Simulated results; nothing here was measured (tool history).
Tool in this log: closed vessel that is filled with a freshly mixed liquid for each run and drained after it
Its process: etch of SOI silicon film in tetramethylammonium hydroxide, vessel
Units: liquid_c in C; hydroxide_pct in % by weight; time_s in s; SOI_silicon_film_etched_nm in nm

run,hour,liquid_c,hydroxide_pct,time_s,SOI_silicon_film_etched_nm
1,0.0,61.0,15.5,100,329.04
2,1.7,61.0,15.5,100,330.01
3,10.5,65.0,15.5,100,425.52
4,12.9,62.0,15.5,100,349.50
5,16.1,60.0,15.5,100,312.05
6,17.2,58.5,15.5,100,282.68
7,20.2,57.5,15.5,100,264.10

Estimate the outcome of run 8 from the log above:
8,25.1,53.5,15.5,100,?

Run 8 produced SOI_silicon_film_etched_nm 205.93 nm.
